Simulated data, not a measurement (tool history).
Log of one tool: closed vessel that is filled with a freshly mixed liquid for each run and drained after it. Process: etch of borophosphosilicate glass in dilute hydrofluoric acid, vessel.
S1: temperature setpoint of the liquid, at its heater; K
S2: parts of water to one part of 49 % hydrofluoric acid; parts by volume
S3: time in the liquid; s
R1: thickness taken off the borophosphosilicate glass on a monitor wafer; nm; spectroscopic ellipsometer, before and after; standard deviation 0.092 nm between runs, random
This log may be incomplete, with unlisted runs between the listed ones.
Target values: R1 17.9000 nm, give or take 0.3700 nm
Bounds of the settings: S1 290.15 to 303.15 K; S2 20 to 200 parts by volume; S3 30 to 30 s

Run 1, hour 0.0: S1 295.15 K, S2 110 parts by volume, S3 30 s. Result: R1 9.8636 nm.
Run 2, hour 2.6: S1 297.65 K, S2 100 parts by volume, S3 30 s. Result: R1 12.1430 nm.
Run 3, hour 7.8: S1 299.15 K, S2 95 parts by volume, S3 30 s. Result: R1 13.8130 nm.
Run 4, hour 10.8: S1 300.65 K, S2 90 parts by volume, S3 30 s. Result: R1 15.4260 nm.
Run 5, hour 14.8: S1 301.65 K, S2 90 parts by volume, S3 30 s. Result: R1 16.0650 nm.
Run 6, hour 20.8: S1 301.65 K, S2 110 parts by volume, S3 30 s. Result: R1 12.7720 nm.
Run 7, hour 21.9: S1 302.15 K, S2 100 parts by volume, S3 30 s. Result: R1 14.4880 nm.
Run 8, hour 25.8: S1 302.65 K, S2 95 parts by volume, S3 30 s. Result: R1 15.6050 nm.
Run 9, hour 32.7: S1 302.65 K, S2 90 parts by volume, S3 30 s. Result: R1 16.6610 nm.

Which of these 4 next moves meets every target?
Run A, hour 39.6: S1 300.65 K, S2 85 parts by volume, S3 30 s. Result: R1 ?.
Run B, hour 39.6: S1 301.15 K, S2 80 parts by volume, S3 30 s. Result: R1 ?.
Run C, hour 39.6: S1 303.15 K, S2 90 parts by volume, S3 30 s. Result: R1 ?.
Run D, hour 39.6: S1 302.65 K, S2 95 parts by volume, S3 30 s. Result: R1 ?.

move       R1
   A  16.5460
   B  18.0490
   C  17.0790
   D  15.7640
A: misses by more than the last run did
B: each result inside its tolerance
C: nearer the targets than the last run, but a result is still out of spec
D: misses by more than the last run did
The move that meets every target is B.

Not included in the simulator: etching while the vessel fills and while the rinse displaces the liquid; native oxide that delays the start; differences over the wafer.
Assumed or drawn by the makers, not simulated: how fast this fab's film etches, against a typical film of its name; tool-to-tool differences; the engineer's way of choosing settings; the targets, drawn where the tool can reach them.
